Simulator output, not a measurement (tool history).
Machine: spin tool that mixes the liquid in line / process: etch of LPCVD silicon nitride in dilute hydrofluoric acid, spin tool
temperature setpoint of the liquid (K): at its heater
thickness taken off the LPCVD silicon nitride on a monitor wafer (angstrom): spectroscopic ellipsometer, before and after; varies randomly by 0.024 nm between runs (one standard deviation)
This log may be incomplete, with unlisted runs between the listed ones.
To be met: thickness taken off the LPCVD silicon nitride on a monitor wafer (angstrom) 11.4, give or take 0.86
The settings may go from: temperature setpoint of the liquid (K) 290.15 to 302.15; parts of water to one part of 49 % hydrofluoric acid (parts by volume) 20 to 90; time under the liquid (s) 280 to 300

| run | hour | temperature setpoint of the liquid (K) | parts of water to one part of 49 % hydrofluoric acid (parts by volume) | time under the liquid (s) | thickness taken off the LPCVD silicon nitride on a monitor wafer (angstrom) |
|---|---|---|---|---|---|
| 1 | 0 | 294.15 | 50 | 280 | 18.041 |
| 2 | 6.7 | 293.15 | 55 | 280 | 16.224 |
| 3 | 11.8 | 296.65 | 55 | 280 | 20.717 |
| 4 | 16.4 | 295.15 | 60 | 280 | 16.559 |
| 5 | 23.6 | 294.15 | 60 | 280 | 15.921 |
| 6 | 28.5 | 292.15 | 60 | 280 | 13.439 |
|  | 32.3 | thermometer replaced |
| 7 | 32.3 | 291.65 | 60 | 280 | 15.127 |
| 8 | 39.1 | 291.15 | 65 | 280 | 14.212 |
| 9 | 46.1 | 290.65 | 70 | 280 | 12.601 |

Which single option among these 4 for the next run brings every result within its allowed miss of target? Just one does.
| A | 53.1 | 290.65 | 80 | 295 | ? |
| B | 53.1 | 294.15 | 75 | 280 | ? |
| C | 53.1 | 291.15 | 70 | 300 | ? |
| D | 53.1 | 295.15 | 90 | 285 | ? |

| move | thickness taken off the LPCVD silicon nitride on a monitor wafer (angstrom) |
|---|---|
| A | 11.323 |
| B | 14.576 |
| C | 13.576 |
| D | 13.28 |
A: hits every target within its allowed miss
B: lands further from the targets than the last run did
C: lands further from the targets than the last run did
D: lands further from the targets than the last run did
The move that meets every target is A.
